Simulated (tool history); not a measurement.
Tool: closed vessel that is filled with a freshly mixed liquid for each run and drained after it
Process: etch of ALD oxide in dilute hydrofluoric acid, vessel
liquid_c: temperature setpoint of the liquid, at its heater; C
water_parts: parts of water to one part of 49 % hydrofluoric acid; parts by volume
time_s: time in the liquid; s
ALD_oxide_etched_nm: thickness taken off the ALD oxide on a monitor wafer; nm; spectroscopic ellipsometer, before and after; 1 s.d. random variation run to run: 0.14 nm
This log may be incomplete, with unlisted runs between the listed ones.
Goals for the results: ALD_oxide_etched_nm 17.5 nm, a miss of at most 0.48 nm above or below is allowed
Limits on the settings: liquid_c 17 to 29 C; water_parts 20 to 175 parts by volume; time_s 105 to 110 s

run,hour,liquid_c,water_parts,time_s,ALD_oxide_etched_nm
1,0,21,95,105,33.422
2,0.9,19.5,110,105,26.501
3,3.3,17,110,105,23.899
4,9.7,17,125,105,20.647
5,12.8,17,130,105,19.619
6,14.8,20,130,105,22.571
7,17,19,135,105,20.688
8,22.7,18.5,140,105,19.426
9,23.4,18,140,105,18.913
10,30.8,17.5,140,105,18.376

Which one of the following 4 next-run settings gets every result inside its allowed miss? There is exactly one.
A,38.2,17.5,135,105,?
B,38.2,17,150,110,?
C,38.2,17.5,145,110,?
D,38.2,18.5,145,110,?

move,ALD_oxide_etched_nm
A,19.45
B,17.703
C,18.784
D,19.564
A: misses by more than the last run did
B: each result inside its tolerance
C: misses by more than the last run did
D: misses by more than the last run did
Go with B: it meets all targets.
